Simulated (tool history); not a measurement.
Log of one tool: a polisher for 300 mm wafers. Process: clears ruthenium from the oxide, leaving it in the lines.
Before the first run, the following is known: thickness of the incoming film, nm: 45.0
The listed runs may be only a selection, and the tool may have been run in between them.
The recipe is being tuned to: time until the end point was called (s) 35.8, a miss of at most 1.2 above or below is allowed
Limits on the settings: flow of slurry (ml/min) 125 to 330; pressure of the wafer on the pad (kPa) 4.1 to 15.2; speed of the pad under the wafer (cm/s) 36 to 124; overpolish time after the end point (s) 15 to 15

run,hour,flow of slurry (ml/min),pressure of the wafer on the pad (kPa),speed of the pad under the wafer (cm/s),overpolish time after the end point (s),time until the end point was called (s)
1,0,210,9.7,80,15,63.493
2,9,210,9.7,80,15,63.24
3,17.8,210,9.7,80,15,63.407
4,25.2,210,10.3,80,15,58.42
5,26.4,255,10.3,80,15,59.234
6,31.7,255,11,80,15,56.05
7,36.9,255,11.7,80,15,52.895
8,43.6,255,12.4,80,15,49.766
9,46.5,255,13.8,84,15,42.568

4 next moves are on the table. One of them brings every result within its allowed miss. Which?
A,49.4,210,15.2,86,15,?
B,49.4,190,13.1,76,15,?
C,49.4,220,14.5,98,15,?
D,49.4,230,14.5,88,15,?

move,time until the end point was called (s)
A,40.142
B,52.44
C,36.731
D,40.605
A: nearer the targets than the last run, but a result is still out of spec
B: its largest miss is bigger than the last run's
C: all results land within tolerance of their targets
D: nearer the targets than the last run, but a result is still out of spec
The right move is C.
